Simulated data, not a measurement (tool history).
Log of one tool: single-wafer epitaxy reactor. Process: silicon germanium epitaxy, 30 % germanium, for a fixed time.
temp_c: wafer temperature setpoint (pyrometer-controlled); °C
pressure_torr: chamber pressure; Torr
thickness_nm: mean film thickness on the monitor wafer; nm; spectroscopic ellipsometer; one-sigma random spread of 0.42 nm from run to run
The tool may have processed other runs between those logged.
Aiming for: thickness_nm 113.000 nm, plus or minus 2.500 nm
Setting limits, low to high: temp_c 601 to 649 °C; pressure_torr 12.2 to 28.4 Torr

Run 1, hour 0.0: temp_c 625 °C, pressure_torr 20.3 Torr. Result: thickness_nm 90.616 nm.
Run 2, hour 5.1: temp_c 615 °C, pressure_torr 20.3 Torr. Result: thickness_nm 77.034 nm.
Run 3, hour 11.9: temp_c 610 °C, pressure_torr 20.3 Torr. Result: thickness_nm 71.101 nm.
Run 4, hour 13.1: temp_c 610 °C, pressure_torr 18.9 Torr. Result: thickness_nm 68.469 nm.
Run 5, hour 17.9: temp_c 618 °C, pressure_torr 19.1 Torr. Result: thickness_nm 77.983 nm.
Run 6, hour 20.9: temp_c 618 °C, pressure_torr 16.2 Torr. Result: thickness_nm 71.162 nm.
Run 7, hour 24.1: temp_c 626 °C, pressure_torr 16.4 Torr. Result: thickness_nm 80.347 nm.
Run 8, hour 28.0: temp_c 632 °C, pressure_torr 16.5 Torr. Result: thickness_nm 88.963 nm.
Run 9, hour 29.7: temp_c 636 °C, pressure_torr 16.6 Torr. Result: thickness_nm 94.560 nm.
Run 10, hour 32.8: temp_c 639 °C, pressure_torr 16.7 Torr. Result: thickness_nm 98.285 nm.
Run 11, hour 39.2: temp_c 649 °C, pressure_torr 17.0 Torr. Result: thickness_nm 116.460 nm.

Pick the move, out of 5, that brings all results within their allowed miss; only one does.
Run A, hour 45.6: temp_c 647 °C, pressure_torr 15.5 Torr. Result: thickness_nm ?.
Run B, hour 45.6: temp_c 648 °C, pressure_torr 16.8 Torr. Result: thickness_nm ?.
Run C, hour 45.6: temp_c 646 °C, pressure_torr 16.4 Torr. Result: thickness_nm ?.
Run D, hour 45.6: temp_c 648 °C, pressure_torr 15.7 Torr. Result: thickness_nm ?.
Run E, hour 45.6: temp_c 649 °C, pressure_torr 17.2 Torr. Result: thickness_nm ?.

move  thickness_nm
   A       105.840
   B       112.820
   C       108.000
   D       108.250
   E       116.080
A: carries the result that was furthest off beyond its target, to the other side
B: meets every target
C: carries the result that was furthest off beyond its target, to the other side
D: carries the result that was furthest off beyond its target, to the other side
E: closes in on the targets versus the last run, not all within tolerance yet
B meets every target.
